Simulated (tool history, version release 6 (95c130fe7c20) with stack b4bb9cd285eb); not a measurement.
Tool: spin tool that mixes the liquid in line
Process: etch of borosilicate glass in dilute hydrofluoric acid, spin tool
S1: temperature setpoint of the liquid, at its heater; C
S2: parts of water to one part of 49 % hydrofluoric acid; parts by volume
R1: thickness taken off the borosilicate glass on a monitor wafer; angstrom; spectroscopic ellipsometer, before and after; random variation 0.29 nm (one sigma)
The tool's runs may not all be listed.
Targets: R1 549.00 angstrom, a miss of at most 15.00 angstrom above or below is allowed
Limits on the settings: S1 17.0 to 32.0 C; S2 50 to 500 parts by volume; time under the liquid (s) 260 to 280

Run 1, day 0.000: S1 24.0 C, S2 275 parts by volume, time under the liquid (s) 260. Result: R1 279.61 angstrom.
Run 2, day 0.246: S1 25.0 C, S2 265 parts by volume, time under the liquid (s) 260. Result: R1 305.39 angstrom.
Run 3, day 0.558: S1 28.5 C, S2 265 parts by volume, time under the liquid (s) 260. Result: R1 345.22 angstrom.
Run 4, day 0.642: S1 28.5 C, S2 265 parts by volume, time under the liquid (s) 260. Result: R1 343.85 angstrom.
Run 5, day 0.892: S1 29.0 C, S2 255 parts by volume, time under the liquid (s) 260. Result: R1 364.47 angstrom.
Run 6, day 0.958: S1 29.5 C, S2 245 parts by volume, time under the liquid (s) 260. Result: R1 394.84 angstrom.
Run 7, day 1.100: S1 29.5 C, S2 245 parts by volume, time under the liquid (s) 260. Result: R1 397.54 angstrom.
Run 8, day 1.433: S1 29.5 C, S2 240 parts by volume, time under the liquid (s) 260. Result: R1 402.79 angstrom.
Run 9, day 1.704: S1 29.5 C, S2 235 parts by volume, time under the liquid (s) 260. Result: R1 416.40 angstrom.
Run 10, day 1.950: S1 29.5 C, S2 230 parts by volume, time under the liquid (s) 260. Result: R1 430.18 angstrom.
Run 11, day 2.133: S1 29.5 C, S2 225 parts by volume, time under the liquid (s) 260. Result: R1 441.01 angstrom.
Run 12, day 2.358: S1 29.5 C, S2 225 parts by volume, time under the liquid (s) 260. Result: R1 438.00 angstrom.
Run 13, day 2.433: S1 29.5 C, S2 220 parts by volume, time under the liquid (s) 260. Result: R1 453.17 angstrom.
Run 14, day 2.608: S1 31.0 C, S2 205 parts by volume, time under the liquid (s) 260. Result: R1 525.18 angstrom.
Run 15, day 2.979: S1 31.0 C, S2 205 parts by volume, time under the liquid (s) 260. Result: R1 522.87 angstrom.
Run 16, day 3.175: S1 31.5 C, S2 205 parts by volume, time under the liquid (s) 260. Result: R1 531.20 angstrom.

5 next moves are on the table. One of them brings every result within its allowed miss. Which?
Run A, day 3.371: S1 32.0 C, S2 220 parts by volume, time under the liquid (s) 270. Result: R1 ?.
Run B, day 3.371: S1 32.0 C, S2 215 parts by volume, time under the liquid (s) 280. Result: R1 ?.
Run C, day 3.371: S1 31.0 C, S2 205 parts by volume, time under the liquid (s) 260. Result: R1 ?.
Run D, day 3.371: S1 31.0 C, S2 225 parts by volume, time under the liquid (s) 280. Result: R1 ?.
Run E, day 3.371: S1 32.0 C, S2 235 parts by volume, time under the liquid (s) 280. Result: R1 ?.

move      R1
   A  514.64
   B  549.54
   C  523.95
   D  501.60
   E  490.44
A: its largest miss is bigger than the last run's
B: all results land within tolerance of their targets
C: its largest miss is bigger than the last run's
D: its largest miss is bigger than the last run's
E: its largest miss is bigger than the last run's
The right move is B.
